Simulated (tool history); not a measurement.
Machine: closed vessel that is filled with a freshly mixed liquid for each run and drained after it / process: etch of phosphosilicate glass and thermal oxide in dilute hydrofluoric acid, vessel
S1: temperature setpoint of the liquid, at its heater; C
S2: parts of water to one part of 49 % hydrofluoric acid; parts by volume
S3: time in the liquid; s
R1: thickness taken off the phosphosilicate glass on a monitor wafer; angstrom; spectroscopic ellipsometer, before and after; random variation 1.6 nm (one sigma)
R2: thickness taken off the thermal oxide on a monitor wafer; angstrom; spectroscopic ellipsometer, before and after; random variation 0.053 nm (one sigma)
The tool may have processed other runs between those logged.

run 1 day=0.000 | S1=25.0 S2=60 S3=60 | R1=1618.1 R2=44.596
run 2 day=0.238 | S1=27.0 S2=55 S3=60 | R1=1941.6 R2=53.210
run 3 day=0.546 | S1=27.0 S2=40 S3=60 | R1=2734.3 R2=74.938
run 4 day=0.692 | S1=28.0 S2=40 S3=60 | R1=2854.6 R2=77.032
run 5 day=1.058 | S1=28.5 S2=40 S3=60 | R1=2907.9 R2=79.016
run 6 day=1.183 | S1=28.5 S2=55 S3=60 | R1=2073.1 R2=56.697
run 7 day=1.496 | S1=29.5 S2=50 S3=60 | R1=2375.3 R2=65.244

Predict the results of run 8:
run 8 day=1.604 | S1=30.5 S2=50 S3=60 | R1=? R2=?

Run 8 came out at R1 2488.4 angstrom, R2 67.866 angstrom.

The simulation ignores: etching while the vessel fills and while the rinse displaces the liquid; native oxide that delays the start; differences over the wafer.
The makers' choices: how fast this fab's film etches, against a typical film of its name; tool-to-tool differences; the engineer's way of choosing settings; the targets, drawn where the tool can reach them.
